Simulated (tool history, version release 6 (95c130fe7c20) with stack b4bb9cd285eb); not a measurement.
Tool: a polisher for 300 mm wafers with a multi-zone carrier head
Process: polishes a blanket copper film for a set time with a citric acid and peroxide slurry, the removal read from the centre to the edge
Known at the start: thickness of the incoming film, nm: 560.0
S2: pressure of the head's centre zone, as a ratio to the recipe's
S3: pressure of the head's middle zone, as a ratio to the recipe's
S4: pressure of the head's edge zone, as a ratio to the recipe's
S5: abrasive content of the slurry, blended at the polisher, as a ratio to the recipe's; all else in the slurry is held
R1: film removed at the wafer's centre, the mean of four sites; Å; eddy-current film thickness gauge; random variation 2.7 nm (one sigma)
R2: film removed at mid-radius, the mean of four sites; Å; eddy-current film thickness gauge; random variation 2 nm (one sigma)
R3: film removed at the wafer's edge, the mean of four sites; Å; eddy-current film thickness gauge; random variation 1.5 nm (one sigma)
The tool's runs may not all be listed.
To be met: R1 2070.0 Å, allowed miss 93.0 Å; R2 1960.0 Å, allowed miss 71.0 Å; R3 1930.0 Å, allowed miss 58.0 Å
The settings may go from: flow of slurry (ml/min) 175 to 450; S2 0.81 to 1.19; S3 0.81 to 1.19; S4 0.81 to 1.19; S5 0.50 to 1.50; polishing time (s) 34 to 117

{"run": 1, "hour": 0.0, "flow of slurry (ml/min)": 290, "S2": 1.0, "S3": 1.0, "S4": 1.0, "S5": 1.0, "polishing time (s)": 75, "R1": 1609.7, "R2": 1587.5, "R3": 1595.6}
{"run": 2, "hour": 1.5, "flow of slurry (ml/min)": 295, "S2": 1.02, "S3": 1.01, "S4": 1.02, "S5": 1.05, "polishing time (s)": 75, "R1": 1714.8, "R2": 1581.0, "R3": 1643.3}
{"run": 3, "hour": 2.7, "flow of slurry (ml/min)": 295, "S2": 1.02, "S3": 1.01, "S4": 0.96, "S5": 1.05, "polishing time (s)": 75, "R1": 1666.2, "R2": 1577.1, "R3": 1593.3}
{"run": 4, "hour": 9.2, "flow of slurry (ml/min)": 295, "S2": 1.02, "S3": 1.01, "S4": 0.96, "S5": 1.05, "polishing time (s)": 64, "R1": 1438.4, "R2": 1358.3, "R3": 1352.1}
{"run": 5, "hour": 15.1, "flow of slurry (ml/min)": 295, "S2": 1.02, "S3": 1.01, "S4": 0.96, "S5": 1.2, "polishing time (s)": 64, "R1": 1511.4, "R2": 1393.7, "R3": 1412.2}
{"run": 6, "hour": 21.6, "flow of slurry (ml/min)": 355, "S2": 1.02, "S3": 1.01, "S4": 0.96, "S5": 1.2, "polishing time (s)": 64, "R1": 1514.1, "R2": 1439.3, "R3": 1397.1}
{"run": 7, "hour": 26.6, "flow of slurry (ml/min)": 320, "S2": 1.08, "S3": 1.1, "S4": 1.06, "S5": 1.45, "polishing time (s)": 81, "R1": 2142.2, "R2": 2078.3, "R3": 1958.4}
{"run": 8, "hour": 32.5, "flow of slurry (ml/min)": 320, "S2": 1.08, "S3": 1.09, "S4": 1.06, "S5": 1.45, "polishing time (s)": 81, "R1": 2108.1, "R2": 2060.0, "R3": 1982.5}

5 next moves are on the table. One of them brings every result within its allowed miss. Which?
{"run": "A", "hour": 38.4, "flow of slurry (ml/min)": 300, "S2": 1.16, "S3": 0.93, "S4": 1.09, "S5": 1.5, "polishing time (s)": 82, "R1": "?", "R2": "?", "R3": "?"}
{"run": "B", "hour": 38.4, "flow of slurry (ml/min)": 320, "S2": 1.04, "S3": 1.15, "S4": 1.05, "S5": 1.35, "polishing time (s)": 83, "R1": "?", "R2": "?", "R3": "?"}
{"run": "C", "hour": 38.4, "flow of slurry (ml/min)": 390, "S2": 1.05, "S3": 1.05, "S4": 1.02, "S5": 1.5, "polishing time (s)": 79, "R1": "?", "R2": "?", "R3": "?"}
{"run": "D", "hour": 38.4, "flow of slurry (ml/min)": 325, "S2": 0.98, "S3": 1.05, "S4": 1.06, "S5": 1.45, "polishing time (s)": 87, "R1": "?", "R2": "?", "R3": "?"}
{"run": "E", "hour": 38.4, "flow of slurry (ml/min)": 310, "S2": 0.99, "S3": 1.02, "S4": 0.99, "S5": 1.3, "polishing time (s)": 80, "R1": "?", "R2": "?", "R3": "?"}

move=A R1=2325.4 R2=1802.5 R3=2049.2
move=B R1=2062.9 R2=2134.2 R3=1979.1
move=C R1=2073.6 R2=1963.9 R3=1937.0
move=D R1=2079.0 R2=2114.3 R3=2131.2
move=E R1=1865.1 R2=1833.0 R3=1833.7
A: takes the result that was furthest off past its target
B: further off than the last run
C: meets every target
D: further off than the last run
E: takes the result that was furthest off past its target
Answer: C
